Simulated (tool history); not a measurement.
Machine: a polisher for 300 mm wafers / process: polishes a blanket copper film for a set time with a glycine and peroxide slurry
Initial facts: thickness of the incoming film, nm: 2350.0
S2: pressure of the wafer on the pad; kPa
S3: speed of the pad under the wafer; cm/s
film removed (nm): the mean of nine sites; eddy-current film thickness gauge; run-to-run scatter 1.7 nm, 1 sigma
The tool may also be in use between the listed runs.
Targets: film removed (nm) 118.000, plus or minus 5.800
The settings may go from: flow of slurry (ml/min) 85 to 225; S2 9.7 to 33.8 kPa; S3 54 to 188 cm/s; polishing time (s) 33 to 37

Run 1, day 0.000: flow of slurry (ml/min) 145, S2 21.4 kPa, S3 120 cm/s, polishing time (s) 37. Result: film removed (nm) 196.500.
Run 2, day 0.308: flow of slurry (ml/min) 145, S2 21.4 kPa, S3 134 cm/s, polishing time (s) 37. Result: film removed (nm) 218.470.
Run 3, day 0.671: flow of slurry (ml/min) 145, S2 20.0 kPa, S3 132 cm/s, polishing time (s) 37. Result: film removed (nm) 203.450.
Run 4, day 0.700: flow of slurry (ml/min) 180, S2 20.0 kPa, S3 132 cm/s, polishing time (s) 37. Result: film removed (nm) 213.030.
Run 5, day 0.800: flow of slurry (ml/min) 180, S2 18.6 kPa, S3 130 cm/s, polishing time (s) 37. Result: film removed (nm) 195.560.
At day 0.888: head pressure recalibrated.
Run 6, day 0.888: flow of slurry (ml/min) 180, S2 17.2 kPa, S3 128 cm/s, polishing time (s) 37. Result: film removed (nm) 190.420.
Run 7, day 1.138: flow of slurry (ml/min) 180, S2 16.5 kPa, S3 124 cm/s, polishing time (s) 37. Result: film removed (nm) 178.780.
Run 8, day 1.504: flow of slurry (ml/min) 180, S2 15.9 kPa, S3 122 cm/s, polishing time (s) 37. Result: film removed (nm) 175.490.
Run 9, day 1.625: flow of slurry (ml/min) 180, S2 15.2 kPa, S3 118 cm/s, polishing time (s) 37. Result: film removed (nm) 165.890.
Run 10, day 1.825: flow of slurry (ml/min) 180, S2 14.5 kPa, S3 116 cm/s, polishing time (s) 37. Result: film removed (nm) 154.930.
Run 11, day 1.946: flow of slurry (ml/min) 180, S2 13.8 kPa, S3 114 cm/s, polishing time (s) 37. Result: film removed (nm) 149.760.
Run 12, day 2.238: flow of slurry (ml/min) 175, S2 9.7 kPa, S3 102 cm/s, polishing time (s) 37. Result: film removed (nm) 104.580.

Which single option among these 4 for the next run brings every result within its allowed miss of target? Just one does.
Run A, day 2.529: flow of slurry (ml/min) 150, S2 13.1 kPa, S3 64 cm/s, polishing time (s) 37. Result: film removed (nm) ?.
Run B, day 2.529: flow of slurry (ml/min) 155, S2 13.1 kPa, S3 98 cm/s, polishing time (s) 35. Result: film removed (nm) ?.
Run C, day 2.529: flow of slurry (ml/min) 205, S2 11.0 kPa, S3 90 cm/s, polishing time (s) 34. Result: film removed (nm) ?.
Run D, day 2.529: flow of slurry (ml/min) 160, S2 9.7 kPa, S3 96 cm/s, polishing time (s) 33. Result: film removed (nm) ?.

move  film removed (nm)
   A             93.386
   B            120.550
   C            100.620
   D             90.928
A: lands further from the targets than the last run did
B: hits every target within its allowed miss
C: lands further from the targets than the last run did
D: lands further from the targets than the last run did
Go with B: it meets all targets.

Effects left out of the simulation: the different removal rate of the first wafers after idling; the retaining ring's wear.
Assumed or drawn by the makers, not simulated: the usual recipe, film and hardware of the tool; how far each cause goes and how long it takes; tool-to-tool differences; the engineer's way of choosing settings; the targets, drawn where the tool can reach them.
